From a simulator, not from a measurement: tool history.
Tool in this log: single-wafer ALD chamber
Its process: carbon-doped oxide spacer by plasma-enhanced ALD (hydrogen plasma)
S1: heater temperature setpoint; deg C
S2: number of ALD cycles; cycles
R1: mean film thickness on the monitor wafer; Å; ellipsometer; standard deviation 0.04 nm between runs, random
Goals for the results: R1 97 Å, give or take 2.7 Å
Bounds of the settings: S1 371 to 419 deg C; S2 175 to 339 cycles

{"run": 1, "hour": 0.0, "S1": 395, "S2": 257, "R1": 127.03}
{"run": 2, "hour": 5.1, "S1": 402, "S2": 257, "R1": 127.34}
{"run": 3, "hour": 12.6, "S1": 402, "S2": 243, "R1": 120.39}
{"run": 4, "hour": 17.4, "S1": 402, "S2": 232, "R1": 115.62}
{"run": 5, "hour": 19.4, "S1": 402, "S2": 245, "R1": 121.88}
{"run": 6, "hour": 21.3, "S1": 407, "S2": 245, "R1": 119.34}
{"run": 7, "hour": 23.8, "S1": 408, "S2": 234, "R1": 114.56}
{"run": 8, "hour": 31.1, "S1": 408, "S2": 226, "R1": 109.87}
{"run": 9, "hour": 38.4, "S1": 408, "S2": 220, "R1": 107.98}
{"run": 10, "hour": 43.8, "S1": 408, "S2": 215, "R1": 104.36}
{"run": 11, "hour": 47.9, "S1": 408, "S2": 212, "R1": 103.52}
{"run": 12, "hour": 51.3, "S1": 408, "S2": 209, "R1": 101.89}
{"run": 13, "hour": 55.9, "S1": 408, "S2": 207, "R1": 100.81}
{"run": 14, "hour": 62.6, "S1": 408, "S2": 205, "R1": 100.08}

Of the 5 settings listed for the next run, only one would bring every result within its allowed miss of target. Which one?
{"run": "A", "hour": 69.3, "S1": 415, "S2": 221, "R1": "?"}
{"run": "B", "hour": 69.3, "S1": 397, "S2": 212, "R1": "?"}
{"run": "C", "hour": 69.3, "S1": 412, "S2": 219, "R1": "?"}
{"run": "D", "hour": 69.3, "S1": 418, "S2": 204, "R1": "?"}
{"run": "E", "hour": 69.3, "S1": 408, "S2": 211, "R1": "?"}

move=A R1=105.38
move=B R1=105.16
move=C R1=105.3
move=D R1=96.461
move=E R1=102.58
A: misses by more than the last run did
B: misses by more than the last run did
C: misses by more than the last run did
D: every result lands within tolerance
E: misses by more than the last run did
Move D is the one to make.

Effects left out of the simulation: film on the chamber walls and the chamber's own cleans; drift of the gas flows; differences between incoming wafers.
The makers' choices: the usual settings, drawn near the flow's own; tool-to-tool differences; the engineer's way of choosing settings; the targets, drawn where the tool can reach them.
